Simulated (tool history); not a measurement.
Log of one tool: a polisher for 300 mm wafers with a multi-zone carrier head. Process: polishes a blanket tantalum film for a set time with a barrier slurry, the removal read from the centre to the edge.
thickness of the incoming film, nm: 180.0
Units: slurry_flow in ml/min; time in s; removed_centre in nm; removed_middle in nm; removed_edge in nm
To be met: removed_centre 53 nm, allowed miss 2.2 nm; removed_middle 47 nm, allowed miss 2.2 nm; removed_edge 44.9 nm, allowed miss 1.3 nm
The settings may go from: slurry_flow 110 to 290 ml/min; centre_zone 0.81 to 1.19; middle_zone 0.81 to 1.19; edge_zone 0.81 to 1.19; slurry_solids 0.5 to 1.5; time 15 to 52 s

run	hour	slurry_flow	centre_zone	middle_zone	edge_zone	slurry_solids	time	removed_centre	removed_middle	removed_edge
1	0	185	1	1	1	1	33	56.04	60.311	57.609
2	5.2	180	1.03	0.97	0.95	0.85	33	56.716	55.686	53.579
3	10.8	180	1.03	0.93	0.95	0.85	33	54.356	52.746	54.357
4	16.3	170	1.04	0.93	0.91	0.75	33	54.149	51.338	50.439
5	18.8	160	1.05	0.92	0.88	0.7	33	53.711	51.435	48.647
6	21	155	1.06	0.9	0.86	0.65	33	52.886	47.17	47.352
7	29.3	155	1.06	0.9	0.86	0.65	33	52.778	47.884	47.183
8	29.8	150	1.07	0.9	0.85	0.65	33	52.812	48.705	46.796
9	34.9	150	1.08	0.89	0.84	0.65	33	52.734	46.25	46.591

4 next moves are on the table. One of them brings every result within its allowed miss. Which?
A	40	140	1.04	0.85	0.84	0.7	34	?	?	?
B	40	110	1.07	0.87	0.87	0.65	36	?	?	?
C	40	110	1.01	0.89	0.86	0.9	33	?	?	?
D	40	180	1.07	0.88	0.81	0.55	33	?	?	?

move	removed_centre	removed_middle	removed_edge
A	53.286	47.842	48.277
B	53.853	48.209	49.216
C	50.238	48.578	48.387
D	52.74	47.083	44.891
A: further off than the last run
B: further off than the last run
C: further off than the last run
D: meets every target
Move D is the one to make.
